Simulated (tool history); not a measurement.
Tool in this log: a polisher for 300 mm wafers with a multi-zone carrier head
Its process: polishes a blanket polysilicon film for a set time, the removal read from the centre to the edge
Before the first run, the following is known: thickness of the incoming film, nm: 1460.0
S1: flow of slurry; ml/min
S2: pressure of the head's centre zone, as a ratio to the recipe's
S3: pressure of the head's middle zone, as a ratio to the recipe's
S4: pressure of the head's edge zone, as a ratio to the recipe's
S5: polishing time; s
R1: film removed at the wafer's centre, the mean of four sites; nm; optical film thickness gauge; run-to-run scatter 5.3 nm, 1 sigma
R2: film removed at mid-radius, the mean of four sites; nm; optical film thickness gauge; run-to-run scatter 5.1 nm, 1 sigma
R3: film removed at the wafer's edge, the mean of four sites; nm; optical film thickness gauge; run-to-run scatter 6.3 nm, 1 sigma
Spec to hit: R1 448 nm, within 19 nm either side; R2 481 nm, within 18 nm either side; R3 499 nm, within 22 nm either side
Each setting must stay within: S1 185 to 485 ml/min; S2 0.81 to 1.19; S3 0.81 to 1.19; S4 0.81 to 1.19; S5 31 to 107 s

run	hour	S1	S2	S3	S4	S5	R1	R2	R3
1	0	310	1	1	1	69	394.06	410.56	405.84
2	5.9	260	1	1	1	69	392.64	391.86	390.26
3	9.2	260	1.09	1	1	69	423.74	398.27	385.89
4	15.1	195	1.09	1	1	69	401	382.75	377.82
5	17.8	195	1.09	1	1	76	437.83	424.34	409.8
6	25.9	195	1.09	1	1.05	76	443.17	428.64	420.73
7	31.5	205	1.07	1	1.07	77	435.22	429.77	447.81
8	39.5	215	1.07	1.01	1.08	77	441.14	440.3	437.3
9	44.7	225	1.06	1.01	1.09	78	461.38	443.56	461.82
10	49.2	225	1.04	1.02	1.1	78	442.64	439.01	447.85
11	53.7	230	1.02	1.02	1.1	79	451.74	454.76	459.64
12	61	235	1	1.02	1.11	79	434.75	457.95	464.25
13	65.2	240	1	1.02	1.12	79	441.59	463.13	474.47
14	65.8	245	1	1.02	1.13	79	436.49	457.56	470.05
15	72.5	250	1	1.02	1.14	79	451.81	454.15	486.6
16	75.5	250	0.99	1.03	1.14	79	442.1	463.2	468.46
17	83.8	250	0.99	1.03	1.14	79	450.69	460.34	469.91

Next run, 5 choices. One meets every target within its allowed miss, the rest don't. Which?
A	92.1	190	0.96	1.02	1.13	85	?	?	?
B	92.1	250	1.04	1.11	1.11	85	?	?	?
C	92.1	280	0.99	1.03	1.18	88	?	?	?
D	92.1	240	0.99	1.04	1.16	92	?	?	?
E	92.1	265	0.98	0.92	1.16	88	?	?	?

move	R1	R2	R3
A	446.31	472.99	491.84
B	503.44	522.85	503.2
C	506.65	522.39	543.95
D	518.16	538.81	555.14
E	498.13	482.38	537
A: in spec on every target
B: brings the last run's worst result on target, with another outside its allowed miss
C: takes the biggest miss from the last run beyond its target
D: takes the biggest miss from the last run beyond its target
E: takes the biggest miss from the last run beyond its target
A is the move that brings every result within its allowed miss.
